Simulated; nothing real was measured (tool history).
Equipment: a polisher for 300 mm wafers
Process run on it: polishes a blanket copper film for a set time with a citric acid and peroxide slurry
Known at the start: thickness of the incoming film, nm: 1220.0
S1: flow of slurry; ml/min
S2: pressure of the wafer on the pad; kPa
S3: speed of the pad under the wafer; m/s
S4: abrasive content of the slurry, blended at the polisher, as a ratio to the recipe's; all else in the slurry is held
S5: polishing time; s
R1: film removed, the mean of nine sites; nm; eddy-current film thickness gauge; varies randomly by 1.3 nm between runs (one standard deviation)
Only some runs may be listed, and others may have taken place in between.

| run | day | S1 | S2 | S3 | S4 | S5 | R1 |
|---|---|---|---|---|---|---|---|
| 1 | 0 | 170 | 28.3 | 1.04 | 1 | 105 | 307.49 |
| 2 | 0.121 | 170 | 28.3 | 0.86 | 1 | 105 | 269.19 |
| 3 | 0.396 | 165 | 25.5 | 0.86 | 1 | 105 | 245.29 |
| 4 | 0.421 | 165 | 25.5 | 0.64 | 1 | 105 | 212.03 |
| 5 | 0.496 | 165 | 25.5 | 0.64 | 1.1 | 105 | 214.99 |
| 6 | 0.55 | 160 | 24.1 | 0.64 | 1.1 | 105 | 205.97 |

Run 7 comes next. What will it give?
| 7 | 0.758 | 160 | 22.8 | 0.64 | 1.1 | 105 | ? |

Run 7 yielded R1 193.5 nm.

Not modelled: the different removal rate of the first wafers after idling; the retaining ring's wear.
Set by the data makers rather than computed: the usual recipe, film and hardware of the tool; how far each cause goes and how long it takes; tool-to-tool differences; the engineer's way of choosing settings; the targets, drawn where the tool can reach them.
